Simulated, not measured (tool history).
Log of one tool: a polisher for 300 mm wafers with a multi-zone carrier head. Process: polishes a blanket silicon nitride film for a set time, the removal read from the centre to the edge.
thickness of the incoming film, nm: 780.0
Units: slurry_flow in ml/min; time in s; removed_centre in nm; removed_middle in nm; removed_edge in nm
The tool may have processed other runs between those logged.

Run 1, hour 0.0: slurry_flow 195 ml/min, centre_zone 1.00, middle_zone 1.00, edge_zone 1.00, time 50 s. Result: removed_centre 79.050 nm, removed_middle 79.333 nm, removed_edge 78.714 nm.
Run 2, hour 4.7: slurry_flow 195 ml/min, centre_zone 1.00, middle_zone 1.00, edge_zone 1.08, time 50 s. Result: removed_centre 78.592 nm, removed_middle 79.283 nm, removed_edge 82.750 nm.
Run 3, hour 7.9: slurry_flow 195 ml/min, centre_zone 1.04, middle_zone 1.00, edge_zone 1.08, time 50 s. Result: removed_centre 81.054 nm, removed_middle 78.720 nm, removed_edge 81.856 nm.
Run 4, hour 15.7: slurry_flow 185 ml/min, centre_zone 1.04, middle_zone 0.97, edge_zone 1.07, time 46 s. Result: removed_centre 74.259 nm, removed_middle 69.840 nm, removed_edge 75.358 nm.
Run 5, hour 22.0: slurry_flow 185 ml/min, centre_zone 1.04, middle_zone 0.92, edge_zone 1.07, time 46 s. Result: removed_centre 73.205 nm, removed_middle 67.056 nm, removed_edge 76.710 nm.
Run 6, hour 22.8: slurry_flow 180 ml/min, centre_zone 1.05, middle_zone 0.90, edge_zone 1.05, time 42 s. Result: removed_centre 67.159 nm, removed_middle 61.072 nm, removed_edge 68.470 nm.
Run 7, hour 26.1: slurry_flow 170 ml/min, centre_zone 1.06, middle_zone 0.88, edge_zone 1.05, time 39 s. Result: removed_centre 63.304 nm, removed_middle 55.715 nm, removed_edge 62.778 nm.
Run 8, hour 26.7: slurry_flow 165 ml/min, centre_zone 1.07, middle_zone 0.87, edge_zone 1.06, time 37 s. Result: removed_centre 61.816 nm, removed_middle 51.199 nm, removed_edge 60.190 nm.
Run 9, hour 27.4: slurry_flow 160 ml/min, centre_zone 1.06, middle_zone 0.86, edge_zone 1.05, time 35 s. Result: removed_centre 55.515 nm, removed_middle 48.094 nm, removed_edge 56.092 nm.
Run 10, hour 32.3: slurry_flow 135 ml/min, centre_zone 1.11, middle_zone 0.81, edge_zone 1.03, time 27 s. Result: removed_centre 43.363 nm, removed_middle 34.181 nm, removed_edge 41.304 nm.
Run 11, hour 39.2: slurry_flow 190 ml/min, centre_zone 1.07, middle_zone 0.82, edge_zone 1.06, time 27 s. Result: removed_centre 44.793 nm, removed_middle 36.222 nm, removed_edge 44.595 nm.

Run 12 has not been measured yet. What should we expect?
Run 12, hour 48.1: slurry_flow 190 ml/min, centre_zone 1.07, middle_zone 0.83, edge_zone 1.07, time 27 s. Result: removed_centre ?, removed_middle ?, removed_edge ?.

Run 12 came out at removed_centre 45.225 nm, removed_middle 37.516 nm, removed_edge 44.614 nm.
